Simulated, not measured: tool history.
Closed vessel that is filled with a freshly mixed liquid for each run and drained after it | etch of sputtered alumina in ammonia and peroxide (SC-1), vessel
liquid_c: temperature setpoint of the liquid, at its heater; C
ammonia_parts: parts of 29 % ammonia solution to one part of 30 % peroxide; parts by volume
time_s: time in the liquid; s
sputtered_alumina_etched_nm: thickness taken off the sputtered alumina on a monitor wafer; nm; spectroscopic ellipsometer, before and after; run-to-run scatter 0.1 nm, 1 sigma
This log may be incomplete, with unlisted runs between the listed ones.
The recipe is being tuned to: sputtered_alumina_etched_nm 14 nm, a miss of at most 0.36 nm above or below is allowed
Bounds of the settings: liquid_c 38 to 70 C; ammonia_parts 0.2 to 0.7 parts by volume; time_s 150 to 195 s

Run 1, day 0: liquid_c 54 C, ammonia_parts 0.4 parts by volume, time_s 195 s. Result: sputtered_alumina_etched_nm 11.899 nm.
Run 2, day 0.133: liquid_c 54 C, ammonia_parts 0.45 parts by volume, time_s 195 s. Result: sputtered_alumina_etched_nm 12.069 nm.
Run 3, day 0.35: liquid_c 54 C, ammonia_parts 0.35 parts by volume, time_s 195 s. Result: sputtered_alumina_etched_nm 11.778 nm.
Run 4, day 0.417: liquid_c 54 C, ammonia_parts 0.25 parts by volume, time_s 195 s. Result: sputtered_alumina_etched_nm 11.478 nm.
Run 5, day 0.467: liquid_c 55 C, ammonia_parts 0.25 parts by volume, time_s 195 s. Result: sputtered_alumina_etched_nm 11.855 nm.
Run 6, day 0.754: liquid_c 55 C, ammonia_parts 0.25 parts by volume, time_s 195 s. Result: sputtered_alumina_etched_nm 12.101 nm.
Run 7, day 0.867: liquid_c 55.5 C, ammonia_parts 0.25 parts by volume, time_s 195 s. Result: sputtered_alumina_etched_nm 12.226 nm.
Run 8, day 1.171: liquid_c 56 C, ammonia_parts 0.25 parts by volume, time_s 195 s. Result: sputtered_alumina_etched_nm 12.502 nm.
Run 9, day 1.229: liquid_c 56.5 C, ammonia_parts 0.25 parts by volume, time_s 195 s. Result: sputtered_alumina_etched_nm 13.083 nm.
Run 10, day 1.304: liquid_c 57 C, ammonia_parts 0.25 parts by volume, time_s 195 s. Result: sputtered_alumina_etched_nm 13.354 nm.

Exactly one of the 4 candidate moves below puts every result within its allowed miss. Which one?
Run A, day 1.379: liquid_c 56 C, ammonia_parts 0.2 parts by volume, time_s 195 s. Result: sputtered_alumina_etched_nm ?.
Run B, day 1.379: liquid_c 56.5 C, ammonia_parts 0.25 parts by volume, time_s 195 s. Result: sputtered_alumina_etched_nm ?.
Run C, day 1.379: liquid_c 61 C, ammonia_parts 0.2 parts by volume, time_s 170 s. Result: sputtered_alumina_etched_nm ?.
Run D, day 1.379: liquid_c 59 C, ammonia_parts 0.2 parts by volume, time_s 170 s. Result: sputtered_alumina_etched_nm ?.

move  sputtered_alumina_etched_nm
   A                       12.288
   B                       12.887
   C                       13.888
   D                       12.531
A: the biggest miss grows against the last run
B: the biggest miss grows against the last run
C: each result inside its tolerance
D: the biggest miss grows against the last run
The right move is C.
